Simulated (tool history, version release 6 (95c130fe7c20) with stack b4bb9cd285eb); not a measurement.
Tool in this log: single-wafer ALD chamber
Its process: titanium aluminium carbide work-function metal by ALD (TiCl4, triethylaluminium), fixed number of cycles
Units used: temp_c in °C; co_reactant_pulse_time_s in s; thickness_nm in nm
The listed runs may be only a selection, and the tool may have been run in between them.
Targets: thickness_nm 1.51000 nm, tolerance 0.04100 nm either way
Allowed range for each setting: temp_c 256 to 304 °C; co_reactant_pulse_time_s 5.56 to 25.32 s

run	hour	temp_c	co_reactant_pulse_time_s	thickness_nm
1	0.0	280	15.44	1.96390
2	7.9	275	13.31	1.88850
3	15.0	281	13.31	1.94570
4	22.3	281	9.46	1.76420
5	30.4	281	11.45	1.89160
6	31.3	286	11.45	1.95210
7	37.1	274	6.51	0.96007
8	38.5	277	6.53	0.98839
9	42.9	280	6.55	1.01700
10	45.3	285	6.65	1.08980
11	50.6	297	11.59	2.06890
12	53.8	292	11.49	2.00780
13	59.9	288	11.43	1.96110
14	67.8	285	11.39	1.93350
15	73.4	282	11.36	1.90650
16	74.5	270	6.42	0.89596
17	77.7	270	6.42	0.90651
18	79.5	270	6.42	0.90564
19	85.0	270	6.42	0.89924
20	86.4	276	6.48	0.96539
21	87.5	282	6.61	1.04940
22	88.2	286	6.89	1.20900

5 next moves are on the table. One of them brings every result within its allowed miss. Which?
A	88.9	289	8.18	?
B	88.9	279	8.05	?
C	88.9	287	8.55	?
D	88.9	289	8.23	?
E	88.9	283	8.37	?

move	thickness_nm
A	1.63640
B	1.52750
C	1.69440
D	1.64730
E	1.62710
A: pushes the last run's worst result past its target
B: all results in spec
C: pushes the last run's worst result past its target
D: pushes the last run's worst result past its target
E: pushes the last run's worst result past its target
So the answer is move B, the one that meets all the targets.
